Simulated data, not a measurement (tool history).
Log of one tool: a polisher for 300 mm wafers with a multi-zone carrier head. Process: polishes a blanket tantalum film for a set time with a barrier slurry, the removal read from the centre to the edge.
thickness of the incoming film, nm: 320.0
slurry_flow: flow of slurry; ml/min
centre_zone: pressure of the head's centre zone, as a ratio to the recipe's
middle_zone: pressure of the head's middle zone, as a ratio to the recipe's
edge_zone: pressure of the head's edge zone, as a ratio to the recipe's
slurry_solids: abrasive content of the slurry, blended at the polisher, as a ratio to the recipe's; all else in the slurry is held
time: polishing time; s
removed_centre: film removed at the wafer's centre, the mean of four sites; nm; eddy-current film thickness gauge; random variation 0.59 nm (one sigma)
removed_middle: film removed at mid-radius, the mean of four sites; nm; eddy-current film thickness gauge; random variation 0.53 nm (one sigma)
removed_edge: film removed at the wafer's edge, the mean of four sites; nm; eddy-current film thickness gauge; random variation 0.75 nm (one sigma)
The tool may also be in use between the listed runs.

Run 1, day 0: slurry_flow 295 ml/min, centre_zone 1, middle_zone 1, edge_zone 1, slurry_solids 1, time 32 s. Result: removed_centre 47.419 nm, removed_middle 45.261 nm, removed_edge 46.847 nm.
Run 2, day 0.204: slurry_flow 295 ml/min, centre_zone 1, middle_zone 1, edge_zone 1, slurry_solids 1, time 39 s. Result: removed_centre 59.292 nm, removed_middle 56.098 nm, removed_edge 55.812 nm.
Run 3, day 0.229: slurry_flow 295 ml/min, centre_zone 1, middle_zone 1, edge_zone 1, slurry_solids 0.85, time 39 s. Result: removed_centre 56.291 nm, removed_middle 53.99 nm, removed_edge 54.889 nm.
Run 4, day 0.6: slurry_flow 295 ml/min, centre_zone 1, middle_zone 1, edge_zone 1, slurry_solids 0.95, time 39 s. Result: removed_centre 57.065 nm, removed_middle 54.982 nm, removed_edge 55.39 nm.
At day 0.842: slurry nozzle cleaned.
Run 5, day 0.842: slurry_flow 295 ml/min, centre_zone 1, middle_zone 1.07, edge_zone 1, slurry_solids 0.95, time 39 s. Result: removed_centre 58.94 nm, removed_middle 59.684 nm, removed_edge 57.081 nm.
Run 6, day 0.892: slurry_flow 295 ml/min, centre_zone 0.95, middle_zone 1.07, edge_zone 1, slurry_solids 0.95, time 39 s. Result: removed_centre 57.089 nm, removed_middle 60.735 nm, removed_edge 56.686 nm.

Forecast run 7:
Run 7, day 1.079: slurry_flow 290 ml/min, centre_zone 0.94, middle_zone 1.06, edge_zone 1.03, slurry_solids 0.95, time 39 s. Result: removed_centre ?, removed_middle ?, removed_edge ?.

removed_centre: 55.181 nm
removed_middle: 58.591 nm
removed_edge: 57.368 nm

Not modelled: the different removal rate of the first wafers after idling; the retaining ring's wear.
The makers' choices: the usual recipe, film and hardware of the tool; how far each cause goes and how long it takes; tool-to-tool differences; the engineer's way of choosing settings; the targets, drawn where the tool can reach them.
